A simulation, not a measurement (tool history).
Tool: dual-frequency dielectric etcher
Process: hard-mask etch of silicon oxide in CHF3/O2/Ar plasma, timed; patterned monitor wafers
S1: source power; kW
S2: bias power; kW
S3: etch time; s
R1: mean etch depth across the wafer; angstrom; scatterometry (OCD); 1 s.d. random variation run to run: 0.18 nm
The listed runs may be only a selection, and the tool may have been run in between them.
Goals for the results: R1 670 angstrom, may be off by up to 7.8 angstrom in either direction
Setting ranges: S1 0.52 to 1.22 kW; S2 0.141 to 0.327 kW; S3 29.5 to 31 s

run	day	S1	S2	S3	R1
1	0	0.87	0.234	29.5	741.63
2	0.062	0.87	0.234	31	781.97
3	0.383	0.77	0.232	31	748.88
4	0.529	0.77	0.232	31	746.22
5	0.729	0.71	0.231	31	731.01
6	0.962	0.66	0.228	31	710.43
7	1.329	0.62	0.227	31	697.85
8	1.504	0.59	0.226	31	689.7

Pick the move, out of 5, that brings all results within their allowed miss; only one does.
A	1.679	0.52	0.275	30.5	?
B	1.679	0.62	0.223	30.5	?
C	1.679	0.62	0.223	30	?
D	1.679	0.52	0.216	31	?
E	1.679	0.53	0.243	31	?

move	R1
A	705.98
B	687.8
C	676.53
D	659.64
E	690.37
A: further off than the last run
B: an improvement on the last run, though not all results are within tolerance
C: in spec on every target
D: takes the biggest miss from the last run beyond its target
E: about as far from the targets as the last run
Go with C: it meets all targets.
